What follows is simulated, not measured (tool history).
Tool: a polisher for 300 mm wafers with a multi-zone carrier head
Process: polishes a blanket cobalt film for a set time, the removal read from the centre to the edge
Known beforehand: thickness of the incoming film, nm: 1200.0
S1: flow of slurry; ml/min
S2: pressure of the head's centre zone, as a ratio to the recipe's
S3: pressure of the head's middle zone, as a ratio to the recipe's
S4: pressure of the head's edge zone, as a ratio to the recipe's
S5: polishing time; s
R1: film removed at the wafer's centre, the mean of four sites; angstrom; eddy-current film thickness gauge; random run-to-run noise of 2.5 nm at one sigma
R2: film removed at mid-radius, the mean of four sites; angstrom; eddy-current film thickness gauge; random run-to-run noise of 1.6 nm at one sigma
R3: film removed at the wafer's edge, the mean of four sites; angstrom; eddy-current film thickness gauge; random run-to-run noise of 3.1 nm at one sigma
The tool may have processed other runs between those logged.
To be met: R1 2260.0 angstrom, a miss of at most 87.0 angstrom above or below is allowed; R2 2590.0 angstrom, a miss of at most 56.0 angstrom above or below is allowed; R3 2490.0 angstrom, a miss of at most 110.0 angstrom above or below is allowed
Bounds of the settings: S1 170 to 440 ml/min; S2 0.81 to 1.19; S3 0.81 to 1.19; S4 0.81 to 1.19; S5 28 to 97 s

| run | hour | S1 | S2 | S3 | S4 | S5 | R1 | R2 | R3 |
|---|---|---|---|---|---|---|---|---|---|
| 1 | 0.0 | 280 | 1.00 | 1.00 | 1.00 | 62 | 3868.6 | 3963.7 | 3875.9 |
| 2 | 3.1 | 275 | 0.98 | 0.99 | 0.98 | 60 | 3575.4 | 3793.9 | 3675.4 |
| 3 | 5.2 | 270 | 0.97 | 0.98 | 0.96 | 58 | 3517.7 | 3652.6 | 3509.4 |
| 4 | 11.7 | 265 | 0.95 | 0.97 | 0.96 | 56 | 3236.5 | 3461.7 | 3349.1 |
| 5 | 13.5 | 265 | 0.95 | 0.97 | 0.88 | 56 | 3233.6 | 3466.9 | 3354.1 |
| 6 | 20.7 | 260 | 0.94 | 0.97 | 0.88 | 54 | 3092.6 | 3358.8 | 3203.2 |
| 7 | 29.6 | 255 | 0.93 | 0.96 | 0.87 | 53 | 2952.9 | 3273.9 | 3055.8 |
| 8 | 36.5 | 250 | 0.92 | 0.94 | 0.87 | 52 | 2888.8 | 3176.9 | 3068.2 |
| 9 | 40.6 | 245 | 0.92 | 0.94 | 0.87 | 51 | 2826.8 | 3063.2 | 2973.5 |
| 10 | 43.0 | 220 | 0.84 | 0.92 | 0.81 | 41 | 2058.0 | 2391.6 | 2350.0 |
| 11 | 46.1 | 230 | 0.84 | 0.92 | 0.81 | 41 | 2049.8 | 2411.6 | 2317.9 |
| 12 | 53.4 | 235 | 0.84 | 0.92 | 0.82 | 41 | 2082.1 | 2443.7 | 2316.8 |
| 13 | 54.5 | 235 | 0.84 | 0.92 | 0.82 | 41 | 2065.7 | 2446.1 | 2360.2 |
| 14 | 59.9 | 310 | 0.90 | 0.95 | 0.87 | 42 | 2354.3 | 2655.6 | 2499.1 |

Consider the 4 candidate settings below. Which is the only one whose results all fall within their allowed miss of target?
| A | 65.3 | 355 | 1.05 | 1.16 | 0.81 | 37 | ? | ? | ? |
| B | 65.3 | 345 | 1.01 | 1.09 | 0.81 | 39 | ? | ? | ? |
| C | 65.3 | 260 | 0.87 | 0.95 | 0.88 | 42 | ? | ? | ? |
| D | 65.3 | 380 | 0.85 | 0.97 | 0.85 | 42 | ? | ? | ? |

| move | R1 | R2 | R3 |
|---|---|---|---|
| A | 2455.0 | 2733.2 | 2153.1 |
| B | 2479.2 | 2746.6 | 2266.1 |
| C | 2212.4 | 2600.0 | 2447.3 |
| D | 2266.6 | 2753.5 | 2498.9 |
A: moves away from the targets compared with the last run
B: moves away from the targets compared with the last run
C: in spec on every target
D: moves away from the targets compared with the last run
Correct choice: C, which meets every target
